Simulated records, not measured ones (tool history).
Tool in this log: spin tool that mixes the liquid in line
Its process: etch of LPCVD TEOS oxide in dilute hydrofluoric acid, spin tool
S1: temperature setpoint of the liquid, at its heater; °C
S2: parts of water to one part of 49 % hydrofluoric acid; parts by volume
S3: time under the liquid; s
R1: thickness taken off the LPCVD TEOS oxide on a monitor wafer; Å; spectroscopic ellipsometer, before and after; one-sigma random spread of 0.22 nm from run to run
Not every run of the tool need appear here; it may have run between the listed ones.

Run 1, hour 0.0: S1 21.0 °C, S2 110 parts by volume, S3 280 s. Result: R1 510.54 Å.
Run 2, hour 7.9: S1 21.0 °C, S2 130 parts by volume, S3 280 s. Result: R1 422.88 Å.
Run 3, hour 10.3: S1 23.0 °C, S2 125 parts by volume, S3 280 s. Result: R1 473.47 Å.
Run 4, hour 13.0: S1 23.0 °C, S2 110 parts by volume, S3 280 s. Result: R1 552.63 Å.
Run 5, hour 21.0: S1 20.5 °C, S2 110 parts by volume, S3 280 s. Result: R1 495.79 Å.
Run 6, hour 28.3: S1 22.0 °C, S2 110 parts by volume, S3 280 s. Result: R1 530.68 Å.
Run 7, hour 34.3: S1 23.5 °C, S2 110 parts by volume, S3 280 s. Result: R1 559.90 Å.
Run 8, hour 35.3: S1 24.5 °C, S2 110 parts by volume, S3 280 s. Result: R1 586.33 Å.

Run 9, settings as shown, results not yet in. Your forecast:
Run 9, hour 40.6: S1 24.5 °C, S2 110 parts by volume, S3 280 s. Result: R1 ?.

R1: 584.16 Å
